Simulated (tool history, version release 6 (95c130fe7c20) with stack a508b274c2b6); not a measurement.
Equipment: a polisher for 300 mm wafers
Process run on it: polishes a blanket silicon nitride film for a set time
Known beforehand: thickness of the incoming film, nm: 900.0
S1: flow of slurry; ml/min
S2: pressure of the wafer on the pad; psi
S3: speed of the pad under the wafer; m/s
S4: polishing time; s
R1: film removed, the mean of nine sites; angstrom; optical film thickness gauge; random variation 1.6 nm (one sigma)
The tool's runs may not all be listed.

{"run": 1, "hour": 0.0, "S1": 250, "S2": 3.4, "S3": 1.0, "S4": 84, "R1": 1208.1}
{"run": 2, "hour": 8.4, "S1": 250, "S2": 3.8, "S3": 1.0, "S4": 84, "R1": 1346.8}
{"run": 3, "hour": 14.1, "S1": 250, "S2": 4.1, "S3": 1.0, "S4": 84, "R1": 1425.3}
{"run": 4, "hour": 16.6, "S1": 250, "S2": 4.3, "S3": 1.0, "S4": 84, "R1": 1472.4}
{"run": 5, "hour": 24.5, "S1": 250, "S2": 4.3, "S3": 0.78, "S4": 84, "R1": 1245.6}
{"run": 6, "hour": 32.7, "S1": 250, "S2": 4.0, "S3": 0.78, "S4": 84, "R1": 1153.7}

Run 7, settings as shown, results not yet in. Your forecast:
{"run": 7, "hour": 37.6, "S1": 250, "S2": 4.4, "S3": 0.82, "S4": 84, "R1": "?"}

R1: 1299.5 angstrom
